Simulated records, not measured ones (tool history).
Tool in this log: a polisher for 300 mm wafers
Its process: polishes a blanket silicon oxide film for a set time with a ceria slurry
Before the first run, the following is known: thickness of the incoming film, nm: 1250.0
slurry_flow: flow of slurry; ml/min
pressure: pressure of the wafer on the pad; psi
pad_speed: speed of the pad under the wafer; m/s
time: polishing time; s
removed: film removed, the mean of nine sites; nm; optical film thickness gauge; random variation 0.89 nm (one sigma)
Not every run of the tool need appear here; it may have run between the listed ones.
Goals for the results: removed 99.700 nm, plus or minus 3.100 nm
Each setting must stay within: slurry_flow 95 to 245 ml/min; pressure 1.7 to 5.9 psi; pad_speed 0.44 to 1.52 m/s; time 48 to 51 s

| run | hour | slurry_flow | pressure | pad_speed | time | removed |
|---|---|---|---|---|---|---|
| 1 | 0.0 | 155 | 3.8 | 0.98 | 48 | 237.280 |
| 2 | 1.6 | 155 | 3.8 | 0.98 | 51 | 247.660 |
| 3 | 7.0 | 150 | 3.1 | 0.88 | 51 | 191.430 |
| 4 | 11.6 | 150 | 3.1 | 0.88 | 51 | 186.350 |
| 5 | 18.6 | 145 | 2.6 | 0.82 | 51 | 149.170 |
| 6 | 23.6 | 145 | 2.6 | 0.82 | 51 | 150.290 |
| 7 | 24.4 | 145 | 2.6 | 0.82 | 51 | 150.550 |
| 8 | 31.6 | 140 | 2.3 | 0.78 | 51 | 126.580 |
| 9 | 34.4 | 130 | 2.1 | 0.78 | 51 | 114.480 |
| 10 | 36.7 | 120 | 2.1 | 0.78 | 51 | 114.180 |
| 11 | 39.4 | 115 | 1.7 | 0.74 | 51 | 89.566 |

Next run, 4 choices. One meets every target within its allowed miss, the rest don't. Which?
| A | 42.1 | 145 | 2.2 | 0.62 | 51 | ? |
| B | 42.1 | 95 | 1.9 | 0.90 | 48 | ? |
| C | 42.1 | 100 | 1.7 | 0.74 | 48 | ? |
| D | 42.1 | 100 | 2.0 | 0.54 | 51 | ? |

| move | removed |
|---|---|
| A | 100.420 |
| B | 107.620 |
| C | 82.953 |
| D | 74.247 |
A: each result inside its tolerance
B: the result that was furthest off in the last run now lies on the other side of its target
C: misses by more than the last run did
D: misses by more than the last run did
A is the move that brings every result within its allowed miss.

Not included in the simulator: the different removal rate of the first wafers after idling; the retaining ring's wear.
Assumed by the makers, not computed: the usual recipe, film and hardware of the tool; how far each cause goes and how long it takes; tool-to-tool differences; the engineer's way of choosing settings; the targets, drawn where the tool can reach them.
